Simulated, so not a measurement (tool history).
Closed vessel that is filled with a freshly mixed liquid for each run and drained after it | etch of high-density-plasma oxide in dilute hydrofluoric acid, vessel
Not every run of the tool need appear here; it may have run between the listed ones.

run	hour	temperature setpoint of the liquid (°C)	parts of water to one part of 49 % hydrofluoric acid (parts by volume)	time in the liquid (s)	thickness taken off the high-density-plasma oxide on a monitor wafer (angstrom)
1	0.0	22.0	295	920	232.53
2	6.5	19.0	295	920	209.76
3	8.3	19.0	295	985	224.51
4	17.5	17.0	295	985	209.59
5	19.7	19.0	270	985	250.61
6	21.8	20.5	245	985	299.83
7	30.2	22.0	225	985	349.36
# hour 34.7: hydrofluoric acid flow meter replaced
8	34.7	23.0	210	985	441.04
9	39.4	24.0	205	985	472.60
10	46.9	25.0	200	985	504.99
11	55.0	29.0	120	985	1075.60
12	61.9	28.5	120	985	1054.80
13	67.7	28.0	120	985	1034.80
14	73.1	27.5	120	985	1019.40
15	80.0	27.0	120	985	995.81

What will run 16 give?
16	87.6	26.5	120	985	?

{"run 16": {"thickness taken off the high-density-plasma oxide on a monitor wafer (angstrom)": 981.26}}
